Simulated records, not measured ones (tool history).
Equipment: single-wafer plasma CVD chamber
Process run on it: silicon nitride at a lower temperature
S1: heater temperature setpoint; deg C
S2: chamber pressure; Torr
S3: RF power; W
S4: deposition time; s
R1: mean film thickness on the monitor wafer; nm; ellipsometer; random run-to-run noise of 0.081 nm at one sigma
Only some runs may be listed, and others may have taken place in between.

run 1 hour=0 | S1=365 S2=1.83 S3=355 S4=20.1 | R1=27.374
run 2 hour=1.5 | S1=361 S2=1.83 S3=355 S4=20.1 | R1=27.35
run 3 hour=6.8 | S1=361 S2=1.68 S3=325 S4=20 | R1=24.789
run 4 hour=14.2 | S1=361 S2=1.55 S3=315 S4=20 | R1=23.55
run 5 hour=23.2 | S1=361 S2=1.55 S3=315 S4=20.1 | R1=23.77
run 6 hour=27.9 | S1=361 S2=1.55 S3=315 S4=19.2 | R1=22.63
run 7 hour=30.1 | S1=361 S2=1.45 S3=310 S4=19.2 | R1=22.1

What does the tool deliver on the next run?
run 8 hour=36.6 | S1=361 S2=1.45 S3=310 S4=19.2 | R1=?

R1: 21.906 nm
